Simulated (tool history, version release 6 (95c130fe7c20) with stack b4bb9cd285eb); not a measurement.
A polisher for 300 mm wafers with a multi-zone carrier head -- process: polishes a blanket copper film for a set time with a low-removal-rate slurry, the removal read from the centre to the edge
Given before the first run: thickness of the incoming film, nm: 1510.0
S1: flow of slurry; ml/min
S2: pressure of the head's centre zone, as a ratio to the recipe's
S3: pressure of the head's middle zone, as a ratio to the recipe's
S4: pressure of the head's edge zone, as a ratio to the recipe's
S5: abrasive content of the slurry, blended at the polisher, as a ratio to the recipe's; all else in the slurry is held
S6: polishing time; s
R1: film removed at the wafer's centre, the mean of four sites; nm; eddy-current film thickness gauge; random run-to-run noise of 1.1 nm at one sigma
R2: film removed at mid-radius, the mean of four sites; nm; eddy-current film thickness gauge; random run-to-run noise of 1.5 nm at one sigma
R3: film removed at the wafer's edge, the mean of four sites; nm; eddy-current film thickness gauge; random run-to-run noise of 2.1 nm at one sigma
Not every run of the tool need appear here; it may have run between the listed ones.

| run | hour | S1 | S2 | S3 | S4 | S5 | S6 | R1 | R2 | R3 |
|---|---|---|---|---|---|---|---|---|---|---|
| 1 | 0.0 | 220 | 1.00 | 1.00 | 1.00 | 1.00 | 47 | 203.45 | 206.06 | 208.48 |
| 2 | 4.6 | 220 | 1.06 | 1.00 | 1.00 | 1.00 | 47 | 218.49 | 205.13 | 201.57 |
| 3 | 6.5 | 220 | 1.06 | 1.00 | 0.93 | 1.00 | 47 | 220.00 | 211.42 | 195.26 |
| 4 | 8.5 | 175 | 1.06 | 1.00 | 0.93 | 1.00 | 47 | 209.42 | 200.38 | 197.66 |
| 5 | 13.7 | 175 | 1.06 | 1.00 | 0.93 | 1.00 | 41 | 181.24 | 173.74 | 172.00 |
| 6 | 21.4 | 175 | 1.02 | 1.00 | 0.93 | 1.00 | 41 | 175.03 | 171.29 | 168.50 |
| 7 | 22.8 | 180 | 1.00 | 0.99 | 0.90 | 0.95 | 41 | 171.26 | 170.83 | 163.02 |
| 8 | 27.1 | 160 | 0.94 | 0.93 | 0.81 | 0.70 | 40 | 136.41 | 139.43 | 132.99 |
| 9 | 31.0 | 160 | 0.94 | 0.93 | 0.81 | 0.70 | 40 | 137.40 | 138.77 | 136.09 |
| 10 | 35.6 | 180 | 0.95 | 0.94 | 0.81 | 0.70 | 40 | 140.48 | 142.85 | 135.83 |

Expected results for the next run?
| 11 | 43.8 | 195 | 0.96 | 0.95 | 0.82 | 0.70 | 40 | ? | ? | ? |

R1: 143.03 nm
R2: 148.32 nm
R3: 141.98 nm
